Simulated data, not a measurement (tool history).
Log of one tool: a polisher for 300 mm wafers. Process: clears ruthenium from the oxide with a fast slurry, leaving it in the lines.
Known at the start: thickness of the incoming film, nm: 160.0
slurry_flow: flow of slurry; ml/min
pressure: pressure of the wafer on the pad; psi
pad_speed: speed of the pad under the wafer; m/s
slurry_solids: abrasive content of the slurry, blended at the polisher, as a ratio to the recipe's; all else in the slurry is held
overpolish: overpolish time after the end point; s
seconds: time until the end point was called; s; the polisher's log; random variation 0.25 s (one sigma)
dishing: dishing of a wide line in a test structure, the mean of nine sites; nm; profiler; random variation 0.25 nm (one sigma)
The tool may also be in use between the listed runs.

{"run": 1, "day": 0.0, "slurry_flow": 160, "pressure": 1.8, "pad_speed": 1.3, "slurry_solids": 1.0, "overpolish": 12, "seconds": 46.806, "dishing": 15.526}
{"run": 2, "day": 0.238, "slurry_flow": 160, "pressure": 2.1, "pad_speed": 1.3, "slurry_solids": 1.0, "overpolish": 12, "seconds": 40.546, "dishing": 15.607}
{"run": 3, "day": 0.404, "slurry_flow": 160, "pressure": 1.8, "pad_speed": 1.3, "slurry_solids": 1.0, "overpolish": 12, "seconds": 46.982, "dishing": 15.418}
{"run": 4, "day": 0.725, "slurry_flow": 160, "pressure": 1.6, "pad_speed": 1.3, "slurry_solids": 1.0, "overpolish": 12, "seconds": 52.837, "dishing": 15.011}
{"run": 5, "day": 1.096, "slurry_flow": 165, "pressure": 1.7, "pad_speed": 1.3, "slurry_solids": 1.0, "overpolish": 12, "seconds": 49.346, "dishing": 15.097}
{"run": 6, "day": 1.333, "slurry_flow": 165, "pressure": 1.5, "pad_speed": 1.3, "slurry_solids": 1.0, "overpolish": 12, "seconds": 55.302, "dishing": 14.512}
{"run": 7, "day": 1.467, "slurry_flow": 170, "pressure": 1.6, "pad_speed": 1.3, "slurry_solids": 1.0, "overpolish": 12, "seconds": 52.294, "dishing": 14.922}
{"run": 8, "day": 1.817, "slurry_flow": 170, "pressure": 1.7, "pad_speed": 1.3, "slurry_solids": 1.0, "overpolish": 12, "seconds": 48.619, "dishing": 15.245}
{"run": 9, "day": 1.908, "slurry_flow": 180, "pressure": 1.8, "pad_speed": 1.3, "slurry_solids": 1.0, "overpolish": 12, "seconds": 46.12, "dishing": 15.592}
{"run": 10, "day": 2.054, "slurry_flow": 185, "pressure": 1.9, "pad_speed": 1.3, "slurry_solids": 1.0, "overpolish": 12, "seconds": 43.645, "dishing": 15.78}
{"run": 11, "day": 2.292, "slurry_flow": 190, "pressure": 2.0, "pad_speed": 1.3, "slurry_solids": 1.0, "overpolish": 12, "seconds": 41.441, "dishing": 16.001}
{"run": 12, "day": 2.629, "slurry_flow": 190, "pressure": 2.1, "pad_speed": 1.3, "slurry_solids": 1.0, "overpolish": 12, "seconds": 38.57, "dishing": 16.093}
{"run": 13, "day": 2.675, "slurry_flow": 215, "pressure": 2.5, "pad_speed": 1.3, "slurry_solids": 1.0, "overpolish": 12, "seconds": 32.728, "dishing": 16.831}

Forecast run 14:
{"run": 14, "day": 2.921, "slurry_flow": 215, "pressure": 2.5, "pad_speed": 1.3, "slurry_solids": 1.0, "overpolish": 12, "seconds": "?", "dishing": "?"}

Run 14 gave seconds 32.297 s, dishing 16.548 nm.
